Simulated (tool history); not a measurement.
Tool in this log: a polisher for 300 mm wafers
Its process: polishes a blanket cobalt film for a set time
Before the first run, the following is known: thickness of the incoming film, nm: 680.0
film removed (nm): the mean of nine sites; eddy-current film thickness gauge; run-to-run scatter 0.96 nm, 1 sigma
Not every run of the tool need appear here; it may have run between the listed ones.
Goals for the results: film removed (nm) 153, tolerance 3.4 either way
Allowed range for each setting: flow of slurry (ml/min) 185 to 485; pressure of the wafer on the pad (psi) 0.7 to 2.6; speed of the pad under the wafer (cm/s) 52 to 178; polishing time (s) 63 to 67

| run | hour | flow of slurry (ml/min) | pressure of the wafer on the pad (psi) | speed of the pad under the wafer (cm/s) | polishing time (s) | film removed (nm) |
|---|---|---|---|---|---|---|
| 1 | 0 | 310 | 1.6 | 114 | 63 | 342.84 |
| 2 | 8.8 | 310 | 1.6 | 92 | 63 | 276.43 |
| 3 | 12 | 305 | 1.4 | 92 | 63 | 242.05 |
| 4 | 15.7 | 300 | 1.2 | 92 | 63 | 208.8 |
| 5 | 22.4 | 260 | 1.2 | 92 | 63 | 206.06 |
| 6 | 28.3 | 260 | 1.2 | 76 | 63 | 172.36 |
| 7 | 32.3 | 250 | 1.2 | 76 | 63 | 170.87 |
| 8 | 33.5 | 240 | 1.2 | 76 | 63 | 173.56 |

Pick the move, out of 4, that brings all results within their allowed miss; only one does.
| A | 34.7 | 235 | 1.3 | 86 | 65 | ? |
| B | 34.7 | 190 | 1 | 78 | 66 | ? |
| C | 34.7 | 300 | 1.8 | 56 | 67 | ? |
| D | 34.7 | 260 | 1.3 | 80 | 67 | ? |

| move | film removed (nm) |
|---|---|
| A | 213.59 |
| B | 151.49 |
| C | 203.67 |
| D | 206.71 |
A: misses by more than the last run did
B: all results in spec
C: misses by more than the last run did
D: misses by more than the last run did
Go with B: it meets all targets.
